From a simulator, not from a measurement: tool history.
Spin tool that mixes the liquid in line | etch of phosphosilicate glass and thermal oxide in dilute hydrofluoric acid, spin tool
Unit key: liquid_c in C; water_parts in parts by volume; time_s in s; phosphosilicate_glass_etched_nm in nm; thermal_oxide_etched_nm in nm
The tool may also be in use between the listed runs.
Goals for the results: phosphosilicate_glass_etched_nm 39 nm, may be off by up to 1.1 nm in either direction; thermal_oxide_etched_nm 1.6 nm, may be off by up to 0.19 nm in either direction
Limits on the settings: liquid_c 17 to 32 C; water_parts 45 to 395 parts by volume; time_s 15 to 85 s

run,hour,liquid_c,water_parts,time_s,phosphosilicate_glass_etched_nm,thermal_oxide_etched_nm
1,0,24,220,45,20.349,0.85668
2,4,24,220,65,29.534,1.1642
3,10.9,26,220,65,31.877,1.2796
4,18.9,26,220,60,29.208,1.1683
5,23.2,28,220,60,31.243,1.3484
6,24,28,220,50,26.038,1.1061
7,31.2,28.5,210,50,28.38,1.1357
8,32.4,29.5,205,50,30.338,1.2243
9,38.7,30,200,50,31.615,1.3048
10,46.6,30.5,195,50,33.338,1.3038
11,52.3,31,190,50,35.116,1.3548
12,55.8,31.5,185,50,36.578,1.4388

Pick the move, out of 4, that brings all results within their allowed miss; only one does.
A,59.3,32,200,50,?,?
B,59.3,31,225,60,?,?
C,59.3,29.5,170,45,?,?
D,59.3,31.5,230,70,?,?

move,phosphosilicate_glass_etched_nm,thermal_oxide_etched_nm
A,34.111,1.3951
B,34.1,1.3947
C,34.405,1.4072
D,39.333,1.6087
A: misses by more than the last run did
B: misses by more than the last run did
C: misses by more than the last run did
D: meets every target
Answer: D
